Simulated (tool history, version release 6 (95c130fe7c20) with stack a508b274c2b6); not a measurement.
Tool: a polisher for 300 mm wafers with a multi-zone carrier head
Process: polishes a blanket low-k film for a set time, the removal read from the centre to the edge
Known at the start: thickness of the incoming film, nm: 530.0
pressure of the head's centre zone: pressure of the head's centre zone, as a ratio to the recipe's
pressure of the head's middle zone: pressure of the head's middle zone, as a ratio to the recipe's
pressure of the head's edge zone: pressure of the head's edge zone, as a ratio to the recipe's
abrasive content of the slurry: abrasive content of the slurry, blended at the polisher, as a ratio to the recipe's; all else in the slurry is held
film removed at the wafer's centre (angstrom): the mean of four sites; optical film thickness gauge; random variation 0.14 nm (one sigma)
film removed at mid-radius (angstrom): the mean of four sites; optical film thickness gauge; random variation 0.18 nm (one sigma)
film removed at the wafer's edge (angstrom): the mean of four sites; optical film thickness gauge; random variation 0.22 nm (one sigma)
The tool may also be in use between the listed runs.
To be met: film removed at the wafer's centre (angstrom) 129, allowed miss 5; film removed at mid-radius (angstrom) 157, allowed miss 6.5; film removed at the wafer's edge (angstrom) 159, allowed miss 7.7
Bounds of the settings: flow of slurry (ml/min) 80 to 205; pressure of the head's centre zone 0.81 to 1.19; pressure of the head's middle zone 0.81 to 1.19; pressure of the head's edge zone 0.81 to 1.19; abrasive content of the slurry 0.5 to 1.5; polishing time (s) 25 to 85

run	day	flow of slurry (ml/min)	pressure of the head's centre zone	pressure of the head's middle zone	pressure of the head's edge zone	abrasive content of the slurry	polishing time (s)	film removed at the wafer's centre (angstrom)	film removed at mid-radius (angstrom)	film removed at the wafer's edge (angstrom)
1	0	135	1	1	1	1	55	203.32	202.02	202.28
2	0.271	135	1	1.05	1	1	55	202.86	210.71	207.01
3	0.446	130	0.97	1.04	1	0.95	55	190.21	205.29	195.4
4	0.567	125	0.95	1.02	1.02	0.9	55	182.27	192.65	192.51
5	0.912	140	0.95	1.02	1.02	0.9	55	185.79	202.23	201.39
6	1.125	140	0.95	1.02	1.02	1.1	55	206.51	217.43	218.87
7	1.221	135	0.93	1.01	1.02	1	55	187.73	206.46	198.81
8	1.554	130	0.91	1	1.04	0.95	55	180.03	196.29	196.8
9	1.8	125	0.9	1	1.05	0.9	55	172.66	189.68	191.17
10	1.954	125	0.9	1	1.05	0.9	55	171.58	193.11	191.03
11	2.275	120	0.89	0.99	1.06	0.85	55	163.2	184.56	187.46
12	2.492	115	0.88	0.98	1.06	0.8	55	154.47	171.93	178.36
13	2.688	110	0.87	0.98	1.06	0.8	55	149.84	171.31	178.24
14	2.925	110	0.86	0.98	1.05	0.8	55	151.45	169.01	179.57
15	3.154	110	0.86	0.99	1.05	0.75	55	143.62	166.41	173.29
16	3.342	110	0.86	1	1.04	0.75	55	148.14	170.92	171.82
17	3.525	105	0.85	1	1.04	0.75	55	140.82	167.74	169.25
18	3.558	100	0.85	1	1.04	0.75	55	135.48	165.58	167.53
19	3.746	100	0.85	1	1.03	0.75	55	140.16	162.4	166.96

Which of these 5 next moves meets every target?
A	3.933	110	0.9	1.02	0.98	0.65	57	?	?	?
B	3.933	125	0.87	0.94	0.94	0.75	52	?	?	?
C	3.933	90	0.88	0.87	1.05	0.65	66	?	?	?
D	3.933	100	0.84	1.01	1.03	0.55	63	?	?	?
E	3.933	115	0.84	0.93	1	0.7	57	?	?	?

move	film removed at the wafer's centre (angstrom)	film removed at mid-radius (angstrom)	film removed at the wafer's edge (angstrom)
A	142.14	161.72	157.9
B	141.93	154.63	157.38
C	149.27	153.34	180.41
D	129.23	155.53	157.9
E	141.65	158.16	167.82
A: further off than the last run
B: further off than the last run
C: further off than the last run
D: meets every target
E: further off than the last run
Answer: D
